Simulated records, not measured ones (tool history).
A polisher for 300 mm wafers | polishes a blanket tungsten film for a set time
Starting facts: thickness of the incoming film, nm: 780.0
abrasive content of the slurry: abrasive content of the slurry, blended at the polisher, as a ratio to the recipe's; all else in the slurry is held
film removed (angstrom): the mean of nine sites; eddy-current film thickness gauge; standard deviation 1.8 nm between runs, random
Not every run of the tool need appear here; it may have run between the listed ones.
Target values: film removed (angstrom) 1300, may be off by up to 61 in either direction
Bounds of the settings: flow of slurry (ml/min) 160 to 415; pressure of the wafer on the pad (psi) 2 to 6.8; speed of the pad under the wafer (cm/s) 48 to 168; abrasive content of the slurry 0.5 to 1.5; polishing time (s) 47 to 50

run  hour  flow of slurry (ml/min)  pressure of the wafer on the pad (psi)  speed of the pad under the wafer (cm/s)  abrasive content of the slurry  polishing time (s)  film removed (angstrom)
  1     0                      265                                     4.4                                      108                               1                  47                   2876.8
  2   1.8                      265                                     3.8                                      108                               1                  47                   2546.6
  3   3.1                      265                                     3.8                                      122                               1                  47                   2886.1
  4   4.7                      265                                     3.8                                      104                               1                  47                     2502
  5   7.5                      265                                     3.4                                       96                               1                  47                   2079.9
  6  11.5                      265                                     3.1                                       92                               1                  47                     1869
  7  18.2                      265                                     2.9                                       90                               1                  47                   1753.1
  8  23.2                      265                                     2.7                                       88                               1                  47                   1607.3
  9  32.1                      265                                     2.7                                       88                               1                  47                   1569.3
 10  38.9                      265                                     2.6                                       88                               1                  47                   1515.6
 11  45.1                      265                                     2.5                                       88                               1                  47                     1450
 12    48                      265                                     2.4                                       88                               1                  47                   1432.6
 13  52.2                      265                                     2.3                                       88                               1                  47                   1382.9
 14  52.8                      265                                     2.3                                       88                               1                  47                   1388.1

Which one of the following 5 next-run settings gets every result inside its allowed miss? There is exactly one.
  A  53.4                      270                                     2.6                                       82                            1.15                  48                        ?
  B  53.4                      260                                       2                                       94                             0.9                  47                        ?
  C  53.4                      235                                     3.7                                       64                             1.2                  47                        ?
  D  53.4                      175                                     2.4                                       94                               1                  47                        ?
  E  53.4                      235                                     2.3                                       98                            0.95                  48                        ?

move  film removed (angstrom)
   A                   1510.8
   B                   1292.4
   C                   1576.1
   D                   1461.6
   E                     1540
A: misses by more than the last run did
B: every result within its allowed miss
C: misses by more than the last run did
D: misses by more than the last run did
E: misses by more than the last run did
The right move is B.
